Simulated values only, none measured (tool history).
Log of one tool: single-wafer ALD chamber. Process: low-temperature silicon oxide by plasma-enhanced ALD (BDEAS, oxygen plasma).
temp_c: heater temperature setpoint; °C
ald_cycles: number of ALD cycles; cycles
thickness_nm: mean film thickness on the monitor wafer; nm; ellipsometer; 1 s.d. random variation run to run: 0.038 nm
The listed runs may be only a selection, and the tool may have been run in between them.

run 1 day=0.000 | temp_c=120 ald_cycles=59 | thickness_nm=8.8390
run 2 day=0.321 | temp_c=120 ald_cycles=56 | thickness_nm=8.3514
run 3 day=0.483 | temp_c=111 ald_cycles=56 | thickness_nm=8.5139
run 4 day=0.562 | temp_c=113 ald_cycles=54 | thickness_nm=8.2294
run 5 day=0.642 | temp_c=115 ald_cycles=52 | thickness_nm=7.8104
run 6 day=0.800 | temp_c=123 ald_cycles=52 | thickness_nm=7.7774
run 7 day=0.858 | temp_c=123 ald_cycles=50 | thickness_nm=7.3834
run 8 day=1.117 | temp_c=124 ald_cycles=49 | thickness_nm=7.2691
run 9 day=1.188 | temp_c=125 ald_cycles=48 | thickness_nm=7.0533

What does the tool deliver on the next run?
run 10 day=1.396 | temp_c=126 ald_cycles=48 | thickness_nm=?

thickness_nm: 7.1012 nm
